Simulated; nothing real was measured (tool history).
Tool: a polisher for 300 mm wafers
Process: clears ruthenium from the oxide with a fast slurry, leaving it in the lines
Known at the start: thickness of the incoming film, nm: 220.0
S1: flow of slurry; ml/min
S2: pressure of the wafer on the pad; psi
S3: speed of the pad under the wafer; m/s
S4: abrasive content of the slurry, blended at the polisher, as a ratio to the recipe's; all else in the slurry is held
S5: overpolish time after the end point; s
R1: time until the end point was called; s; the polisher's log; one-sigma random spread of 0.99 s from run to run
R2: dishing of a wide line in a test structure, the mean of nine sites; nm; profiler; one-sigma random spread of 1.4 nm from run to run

run 1 hour=0.0 | S1=315 S2=3.3 S3=0.78 S4=1.00 S5=28 | R1=53.859 R2=81.404
run 2 hour=6.1 | S1=315 S2=3.3 S3=0.78 S4=1.00 S5=27 | R1=54.545 R2=76.217
run 3 hour=10.7 | S1=315 S2=3.3 S3=0.78 S4=0.85 S5=27 | R1=60.360 R2=68.902
run 4 hour=11.8 | S1=390 S2=3.3 S3=0.78 S4=0.85 S5=27 | R1=58.382 R2=74.099
run 5 hour=19.7 | S1=390 S2=3.3 S3=0.78 S4=0.85 S5=26 | R1=61.226 R2=66.965
run 6 hour=25.9 | S1=390 S2=2.6 S3=0.78 S4=0.85 S5=26 | R1=75.426 R2=55.679
run 7 hour=30.3 | S1=390 S2=2.7 S3=0.78 S4=0.85 S5=25 | R1=73.462 R2=57.034
run 8 hour=31.4 | S1=390 S2=2.8 S3=0.78 S4=0.85 S5=24 | R1=71.959 R2=58.447
run 9 hour=37.3 | S1=390 S2=3.4 S3=0.80 S4=0.85 S5=16 | R1=57.006 R2=48.617
run 10 hour=38.9 | S1=390 S2=3.4 S3=0.80 S4=0.85 S5=17 | R1=54.546 R2=48.292
run 11 hour=43.0 | S1=390 S2=3.4 S3=0.80 S4=0.85 S5=18 | R1=58.830 R2=55.313

Run 12 comes next. What will it give?
run 12 hour=46.1 | S1=390 S2=3.4 S3=0.80 S4=0.85 S5=18 | R1=? R2=?

{"run 12": {"R1": 57.739, "R2": 52.131}}

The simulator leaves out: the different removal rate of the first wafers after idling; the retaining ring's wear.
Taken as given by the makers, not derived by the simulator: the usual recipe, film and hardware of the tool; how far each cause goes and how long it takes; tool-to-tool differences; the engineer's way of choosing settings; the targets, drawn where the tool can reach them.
